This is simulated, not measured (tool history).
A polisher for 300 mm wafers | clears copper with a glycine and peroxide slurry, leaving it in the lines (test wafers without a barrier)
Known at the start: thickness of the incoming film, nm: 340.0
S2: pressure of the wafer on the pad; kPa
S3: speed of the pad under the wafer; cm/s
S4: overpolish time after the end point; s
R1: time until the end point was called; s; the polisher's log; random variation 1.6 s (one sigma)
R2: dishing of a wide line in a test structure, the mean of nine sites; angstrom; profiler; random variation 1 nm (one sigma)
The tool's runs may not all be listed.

Run 1, hour 0.0: flow of slurry (ml/min) 320, S2 13.1 kPa, S3 86 cm/s, S4 15 s. Result: R1 83.375 s, R2 441.61 angstrom.
Run 2, hour 8.7: flow of slurry (ml/min) 320, S2 10.3 kPa, S3 86 cm/s, S4 15 s. Result: R1 101.740 s, R2 402.72 angstrom.
Run 3, hour 13.3: flow of slurry (ml/min) 320, S2 12.4 kPa, S3 86 cm/s, S4 15 s. Result: R1 90.377 s, R2 438.99 angstrom.
Run 4, hour 16.1: flow of slurry (ml/min) 260, S2 12.4 kPa, S3 86 cm/s, S4 15 s. Result: R1 89.195 s, R2 421.16 angstrom.
Run 5, hour 23.5: flow of slurry (ml/min) 260, S2 12.4 kPa, S3 96 cm/s, S4 15 s. Result: R1 83.379 s, R2 473.13 angstrom.
Run 6, hour 31.9: flow of slurry (ml/min) 260, S2 11.0 kPa, S3 92 cm/s, S4 16 s. Result: R1 93.130 s, R2 451.27 angstrom.
Run 7, hour 40.7: flow of slurry (ml/min) 260, S2 10.3 kPa, S3 90 cm/s, S4 17 s. Result: R1 100.880 s, R2 448.50 angstrom.
Run 8, hour 44.1: flow of slurry (ml/min) 260, S2 9.7 kPa, S3 88 cm/s, S4 18 s. Result: R1 103.830 s, R2 426.44 angstrom.
Run 9, hour 46.3: flow of slurry (ml/min) 245, S2 6.2 kPa, S3 64 cm/s, S4 25 s. Result: R1 166.260 s, R2 406.67 angstrom.
Run 10, hour 52.6: flow of slurry (ml/min) 245, S2 6.9 kPa, S3 64 cm/s, S4 25 s. Result: R1 155.980 s, R2 417.23 angstrom.
Run 11, hour 61.1: flow of slurry (ml/min) 245, S2 7.6 kPa, S3 64 cm/s, S4 24 s. Result: R1 148.200 s, R2 402.10 angstrom.

Forecast run 12:
Run 12, hour 65.1: flow of slurry (ml/min) 245, S2 7.6 kPa, S3 64 cm/s, S4 24 s. Result: R1 ?, R2 ?.

{"run 12": {"R1": 146.93, "R2": 417.07}}
